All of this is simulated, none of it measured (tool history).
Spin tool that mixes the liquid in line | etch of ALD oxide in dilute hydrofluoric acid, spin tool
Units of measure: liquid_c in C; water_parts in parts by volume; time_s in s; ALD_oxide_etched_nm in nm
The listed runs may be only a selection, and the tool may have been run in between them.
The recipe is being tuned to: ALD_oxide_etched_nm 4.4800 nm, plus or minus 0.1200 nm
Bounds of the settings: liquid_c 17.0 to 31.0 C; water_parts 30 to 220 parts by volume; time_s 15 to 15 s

Run 1, day 0.000: liquid_c 23.0 C, water_parts 125 parts by volume, time_s 15 s. Result: ALD_oxide_etched_nm 3.2817 nm.
Run 2, day 0.246: liquid_c 23.0 C, water_parts 90 parts by volume, time_s 15 s. Result: ALD_oxide_etched_nm 4.7222 nm.
Run 3, day 0.583: liquid_c 22.5 C, water_parts 90 parts by volume, time_s 15 s. Result: ALD_oxide_etched_nm 4.6650 nm.
Run 4, day 0.792: liquid_c 19.5 C, water_parts 90 parts by volume, time_s 15 s. Result: ALD_oxide_etched_nm 4.1450 nm.
Run 5, day 1.012: liquid_c 20.0 C, water_parts 90 parts by volume, time_s 15 s. Result: ALD_oxide_etched_nm 4.1967 nm.
Run 6, day 1.217: liquid_c 20.0 C, water_parts 105 parts by volume, time_s 15 s. Result: ALD_oxide_etched_nm 3.5552 nm.
Run 7, day 1.400: liquid_c 21.0 C, water_parts 105 parts by volume, time_s 15 s. Result: ALD_oxide_etched_nm 3.6589 nm.
Run 8, day 1.446: liquid_c 21.5 C, water_parts 105 parts by volume, time_s 15 s. Result: ALD_oxide_etched_nm 3.7307 nm.
Run 9, day 1.546: liquid_c 22.0 C, water_parts 105 parts by volume, time_s 15 s. Result: ALD_oxide_etched_nm 3.8737 nm.
Run 10, day 1.717: liquid_c 22.5 C, water_parts 105 parts by volume, time_s 15 s. Result: ALD_oxide_etched_nm 3.9171 nm.

Next run, 4 choices. One meets every target within its allowed miss, the rest don't. Which?
Run A, day 1.888: liquid_c 21.0 C, water_parts 110 parts by volume, time_s 15 s. Result: ALD_oxide_etched_nm ?.
Run B, day 1.888: liquid_c 23.0 C, water_parts 95 parts by volume, time_s 15 s. Result: ALD_oxide_etched_nm ?.
Run C, day 1.888: liquid_c 23.0 C, water_parts 85 parts by volume, time_s 15 s. Result: ALD_oxide_etched_nm ?.
Run D, day 1.888: liquid_c 23.0 C, water_parts 100 parts by volume, time_s 15 s. Result: ALD_oxide_etched_nm ?.

move  ALD_oxide_etched_nm
   A               3.5130
   B               4.4867
   C               5.0760
   D               4.2368
A: further off than the last run
B: in spec on every target
C: moves the result that the last run missed by most past its target, out the other side
D: nearer the targets than the last run, but a result is still out of spec
Go with B: it meets all targets.
